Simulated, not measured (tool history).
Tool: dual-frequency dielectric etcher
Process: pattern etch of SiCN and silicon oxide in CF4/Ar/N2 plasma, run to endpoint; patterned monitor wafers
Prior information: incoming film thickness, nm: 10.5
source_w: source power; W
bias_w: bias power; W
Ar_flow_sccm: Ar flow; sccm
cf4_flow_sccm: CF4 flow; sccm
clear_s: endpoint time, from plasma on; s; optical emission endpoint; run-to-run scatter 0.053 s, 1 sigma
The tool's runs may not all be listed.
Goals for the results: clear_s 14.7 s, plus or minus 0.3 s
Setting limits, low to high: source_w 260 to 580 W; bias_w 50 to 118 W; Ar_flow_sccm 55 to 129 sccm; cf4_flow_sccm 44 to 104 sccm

run 1 hour=0 | source_w=420 bias_w=84 Ar_flow_sccm=92 cf4_flow_sccm=74 | clear_s=11.68
run 2 hour=6.2 | source_w=380 bias_w=83 Ar_flow_sccm=92 cf4_flow_sccm=74 | clear_s=12.788
run 3 hour=10.8 | source_w=380 bias_w=83 Ar_flow_sccm=81 cf4_flow_sccm=74 | clear_s=12.588
run 4 hour=15.8 | source_w=440 bias_w=83 Ar_flow_sccm=81 cf4_flow_sccm=74 | clear_s=11.034
run 5 hour=24.3 | source_w=400 bias_w=82 Ar_flow_sccm=81 cf4_flow_sccm=74 | clear_s=12.077
run 6 hour=32.1 | source_w=400 bias_w=82 Ar_flow_sccm=96 cf4_flow_sccm=74 | clear_s=12.29
run 7 hour=39.5 | source_w=370 bias_w=81 Ar_flow_sccm=96 cf4_flow_sccm=74 | clear_s=13.214
run 8 hour=46.7 | source_w=350 bias_w=81 Ar_flow_sccm=96 cf4_flow_sccm=74 | clear_s=14.053
run 9 hour=54.1 | source_w=340 bias_w=81 Ar_flow_sccm=96 cf4_flow_sccm=74 | clear_s=14.204

Below are 4 possible settings for the next run. Only one of them brings all results inside the allowed miss of their targets. Which is it?
run A hour=61.5 | source_w=360 bias_w=76 Ar_flow_sccm=90 cf4_flow_sccm=71 | clear_s=?
run B hour=61.5 | source_w=310 bias_w=94 Ar_flow_sccm=87 cf4_flow_sccm=67 | clear_s=?
run C hour=61.5 | source_w=340 bias_w=97 Ar_flow_sccm=81 cf4_flow_sccm=45 | clear_s=?
run D hour=61.5 | source_w=330 bias_w=89 Ar_flow_sccm=94 cf4_flow_sccm=72 | clear_s=?

move=A clear_s=13.967
move=B clear_s=14.583
move=C clear_s=13.883
move=D clear_s=14.112
A: lands further from the targets than the last run did
B: each result inside its tolerance
C: lands further from the targets than the last run did
D: lands further from the targets than the last run did
The right move is B.

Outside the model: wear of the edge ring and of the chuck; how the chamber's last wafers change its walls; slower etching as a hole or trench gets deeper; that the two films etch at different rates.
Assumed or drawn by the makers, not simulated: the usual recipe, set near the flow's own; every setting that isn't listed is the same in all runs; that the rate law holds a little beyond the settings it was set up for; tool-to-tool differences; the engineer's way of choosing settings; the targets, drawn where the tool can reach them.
